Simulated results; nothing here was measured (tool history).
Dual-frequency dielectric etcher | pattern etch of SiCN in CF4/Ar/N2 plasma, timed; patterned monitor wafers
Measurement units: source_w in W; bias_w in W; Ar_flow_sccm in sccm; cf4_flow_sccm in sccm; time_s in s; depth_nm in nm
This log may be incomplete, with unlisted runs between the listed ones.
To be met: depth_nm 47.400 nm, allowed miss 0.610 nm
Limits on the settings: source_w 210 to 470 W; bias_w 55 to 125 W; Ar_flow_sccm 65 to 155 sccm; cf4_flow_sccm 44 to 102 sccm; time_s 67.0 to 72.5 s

run    day  source_w  bias_w  Ar_flow_sccm  cf4_flow_sccm  time_s  depth_nm
  1  0.000       340      90           110             73    72.5    52.177
  2  0.358       330      90           110             73    72.5    51.167
  3  0.600       280      90           110             73    72.5    42.506
  4  0.758       290      90           110             73    72.5    44.273
  5  1.017       250      90           110             73    72.5    38.273
  6  1.392       250      90           110             73    72.5    37.839
  7  1.467       260      90           110             73    72.5    39.250
  8  1.588       270      90           110             73    72.5    41.162
  9  1.817       280      90           110             73    72.5    42.826
 10  1.892       290      90           110             73    72.5    44.402
 11  2.188       290      90           110             73    72.5    44.401
 12  2.208       300      90           110             73    72.5    46.192

Pick the move, out of 5, that brings all results within their allowed miss; only one does.
  A  2.229       300      93           107             71    68.0         ?
  B  2.229       310      83            86             66    72.0         ?
  C  2.229       290      95           107             65    72.5         ?
  D  2.229       300     107           108             64    68.0         ?
  E  2.229       330      92            98             70    68.5         ?

move  depth_nm
   A    44.015
   B    46.192
   C    45.453
   D    47.211
   E    49.183
A: the biggest miss grows against the last run
B: no nearer and no further than the last run
C: the biggest miss grows against the last run
D: in spec on every target
E: takes the result that was furthest off past its target
Correct choice: D, which meets every target
